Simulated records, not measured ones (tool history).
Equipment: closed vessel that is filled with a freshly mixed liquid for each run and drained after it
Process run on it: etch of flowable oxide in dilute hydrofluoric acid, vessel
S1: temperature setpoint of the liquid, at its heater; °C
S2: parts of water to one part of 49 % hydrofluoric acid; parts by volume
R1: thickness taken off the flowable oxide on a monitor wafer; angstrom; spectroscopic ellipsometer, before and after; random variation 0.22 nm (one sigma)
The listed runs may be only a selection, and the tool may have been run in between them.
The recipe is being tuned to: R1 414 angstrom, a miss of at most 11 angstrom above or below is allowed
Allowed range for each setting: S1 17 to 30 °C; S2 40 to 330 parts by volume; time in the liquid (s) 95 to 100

run 1 hour=0 | S1=22 S2=185 time_in_the_liquid_(s)=95 | R1=209.8
run 2 hour=8 | S1=24 S2=170 time_in_the_liquid_(s)=95 | R1=249.15
run 3 hour=11.8 | S1=24 S2=170 time_in_the_liquid_(s)=95 | R1=248.03
run 4 hour=14.9 | S1=21 S2=170 time_in_the_liquid_(s)=95 | R1=221.18
run 5 hour=17.8 | S1=23 S2=170 time_in_the_liquid_(s)=95 | R1=238.48
run 6 hour=20 | S1=24.5 S2=160 time_in_the_liquid_(s)=95 | R1=270.43
run 7 hour=28.5 | S1=28.5 S2=120 time_in_the_liquid_(s)=95 | R1=444.43
run 8 hour=29.8 | S1=28 S2=120 time_in_the_liquid_(s)=95 | R1=434.45
run 9 hour=36 | S1=27.5 S2=120 time_in_the_liquid_(s)=95 | R1=428.19

Of the 5 settings listed for the next run, only one would bring every result within its allowed miss of target. Which one?
run A hour=42.2 | S1=28 S2=130 time_in_the_liquid_(s)=100 | R1=?
run B hour=42.2 | S1=29.5 S2=125 time_in_the_liquid_(s)=95 | R1=?
run C hour=42.2 | S1=22 S2=115 time_in_the_liquid_(s)=100 | R1=?
run D hour=42.2 | S1=28 S2=130 time_in_the_liquid_(s)=95 | R1=?
run E hour=42.2 | S1=27.5 S2=135 time_in_the_liquid_(s)=100 | R1=?

move=A R1=413.94
move=B R1=435.24
move=C R1=376.56
move=D R1=393.24
move=E R1=388.89
A: each result inside its tolerance
B: moves away from the targets compared with the last run
C: carries the result that was furthest off beyond its target, to the other side
D: carries the result that was furthest off beyond its target, to the other side
E: carries the result that was furthest off beyond its target, to the other side
A is the move that brings every result within its allowed miss.
